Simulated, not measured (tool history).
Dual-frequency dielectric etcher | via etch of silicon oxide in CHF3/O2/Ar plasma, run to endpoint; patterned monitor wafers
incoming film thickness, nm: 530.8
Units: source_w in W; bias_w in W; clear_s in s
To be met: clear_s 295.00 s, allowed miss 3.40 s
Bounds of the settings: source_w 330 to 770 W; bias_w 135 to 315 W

run 1 hour=0.0 | source_w=550 bias_w=225 | clear_s=254.39
run 2 hour=4.6 | source_w=640 bias_w=225 | clear_s=237.58
run 3 hour=10.9 | source_w=710 bias_w=225 | clear_s=227.47
run 4 hour=15.2 | source_w=710 bias_w=194 | clear_s=241.81
run 5 hour=19.3 | source_w=670 bias_w=194 | clear_s=247.66
run 6 hour=26.0 | source_w=610 bias_w=192 | clear_s=257.82
run 7 hour=30.4 | source_w=560 bias_w=191 | clear_s=268.29
run 8 hour=33.5 | source_w=530 bias_w=190 | clear_s=273.89
run 9 hour=36.5 | source_w=500 bias_w=189 | clear_s=281.17
run 10 hour=37.1 | source_w=480 bias_w=189 | clear_s=289.36
run 11 hour=43.9 | source_w=470 bias_w=189 | clear_s=289.56

Which of these 5 next moves meets every target?
run A hour=50.7 | source_w=490 bias_w=172 | clear_s=?
run B hour=50.7 | source_w=510 bias_w=174 | clear_s=?
run C hour=50.7 | source_w=470 bias_w=193 | clear_s=?
run D hour=50.7 | source_w=530 bias_w=174 | clear_s=?
run E hour=50.7 | source_w=550 bias_w=176 | clear_s=?

move=A clear_s=294.12
move=B clear_s=287.84
move=C clear_s=286.97
move=D clear_s=283.11
move=E clear_s=277.48
A: meets every target
B: further off than the last run
C: further off than the last run
D: further off than the last run
E: further off than the last run
Answer: A
